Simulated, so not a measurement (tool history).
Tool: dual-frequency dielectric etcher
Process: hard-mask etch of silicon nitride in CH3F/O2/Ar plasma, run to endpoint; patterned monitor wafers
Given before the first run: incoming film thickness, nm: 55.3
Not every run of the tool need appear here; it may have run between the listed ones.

run,day,source power (kW),bias power (kW),endpoint time (s)
1,0,0.45,0.053,82.953
2,0.212,0.47,0.054,81.277
3,0.25,0.47,0.047,85.379
4,0.554,0.49,0.048,83.815
5,0.8,0.51,0.049,81.868
6,1.062,0.52,0.05,80.635
7,1.267,0.53,0.05,79.547
8,1.429,0.54,0.05,79.239

The next listed run, before its measurement:
9,1.475,0.55,0.05,?

endpoint time (s): 80.119

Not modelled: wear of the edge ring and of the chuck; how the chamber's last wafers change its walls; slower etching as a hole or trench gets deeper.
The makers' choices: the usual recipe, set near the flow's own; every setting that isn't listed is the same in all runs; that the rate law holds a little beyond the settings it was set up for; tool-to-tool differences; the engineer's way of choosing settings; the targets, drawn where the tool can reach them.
